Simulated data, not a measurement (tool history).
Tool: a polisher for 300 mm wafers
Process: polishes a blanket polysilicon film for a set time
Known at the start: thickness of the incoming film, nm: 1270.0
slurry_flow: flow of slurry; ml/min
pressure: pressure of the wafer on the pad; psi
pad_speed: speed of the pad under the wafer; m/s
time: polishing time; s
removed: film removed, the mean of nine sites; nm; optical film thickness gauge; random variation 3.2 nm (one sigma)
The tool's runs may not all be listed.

run 1 hour=0.0 | slurry_flow=235 pressure=2.3 pad_speed=0.96 time=100 | removed=503.74
run 2 hour=4.3 | slurry_flow=235 pressure=2.1 pad_speed=0.96 time=100 | removed=460.16
run 3 hour=9.4 | slurry_flow=280 pressure=2.1 pad_speed=0.96 time=100 | removed=472.91
run 4 hour=11.3 | slurry_flow=280 pressure=2.1 pad_speed=0.96 time=104 | removed=487.76
run 5 hour=12.6 | slurry_flow=280 pressure=2.1 pad_speed=0.96 time=100 | removed=461.47
run 6 hour=16.0 | slurry_flow=280 pressure=2.5 pad_speed=0.96 time=100 | removed=547.21
run 7 hour=21.8 | slurry_flow=275 pressure=1.9 pad_speed=0.92 time=100 | removed=402.35

Forecast run 8:
run 8 hour=23.8 | slurry_flow=270 pressure=1.3 pad_speed=0.90 time=100 | removed=?

Run 8 gave removed 276.42 nm.

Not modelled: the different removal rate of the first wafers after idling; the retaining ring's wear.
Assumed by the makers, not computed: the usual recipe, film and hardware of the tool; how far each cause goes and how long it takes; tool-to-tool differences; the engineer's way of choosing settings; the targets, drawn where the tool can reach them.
